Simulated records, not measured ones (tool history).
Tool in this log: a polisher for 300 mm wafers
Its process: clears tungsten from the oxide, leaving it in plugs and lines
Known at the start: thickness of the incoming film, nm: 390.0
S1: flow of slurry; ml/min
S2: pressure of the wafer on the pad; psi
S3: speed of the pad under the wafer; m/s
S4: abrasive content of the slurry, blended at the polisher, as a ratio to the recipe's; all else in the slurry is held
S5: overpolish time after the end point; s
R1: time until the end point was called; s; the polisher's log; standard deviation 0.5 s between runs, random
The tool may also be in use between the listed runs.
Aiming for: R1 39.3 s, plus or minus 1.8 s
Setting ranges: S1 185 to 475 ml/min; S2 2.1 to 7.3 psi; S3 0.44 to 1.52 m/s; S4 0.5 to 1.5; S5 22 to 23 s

run 1 hour=0 | S1=305 S2=4.7 S3=0.98 S4=1 S5=22 | R1=69.845
run 2 hour=1.6 | S1=305 S2=4.7 S3=1.12 S4=1 S5=22 | R1=59.733
run 3 hour=10.6 | S1=305 S2=4.7 S3=1.12 S4=1 S5=23 | R1=61.234
run 4 hour=17.6 | S1=305 S2=5.3 S3=1.12 S4=1 S5=23 | R1=56.166
run 5 hour=19.7 | S1=305 S2=5.3 S3=1.12 S4=0.9 S5=23 | R1=55.52
run 6 hour=20.4 | S1=305 S2=5.3 S3=1.12 S4=0.8 S5=23 | R1=58.635
run 7 hour=25.5 | S1=305 S2=5.8 S3=1.14 S4=0.8 S5=23 | R1=52.691
run 8 hour=33.7 | S1=305 S2=7.1 S3=1.18 S4=0.8 S5=23 | R1=43.588

Consider the 5 candidate settings below. Which is the only one whose results all fall within their allowed miss of target?
run A hour=41.9 | S1=210 S2=6.9 S3=1.28 S4=0.5 S5=22 | R1=?
run B hour=41.9 | S1=315 S2=6.4 S3=1.24 S4=0.8 S5=23 | R1=?
run C hour=41.9 | S1=300 S2=7.3 S3=1.16 S4=0.8 S5=22 | R1=?
run D hour=41.9 | S1=320 S2=7.2 S3=1.28 S4=0.8 S5=22 | R1=?
run E hour=41.9 | S1=320 S2=7.3 S3=1.12 S4=0.95 S5=23 | R1=?

move=A R1=44.808
move=B R1=44.439
move=C R1=42.646
move=D R1=39.012
move=E R1=42.683
A: further off than the last run
B: further off than the last run
C: closer than the last run, but not yet in spec
D: every result within its allowed miss
E: closer than the last run, but not yet in spec
Move D is the one to make.
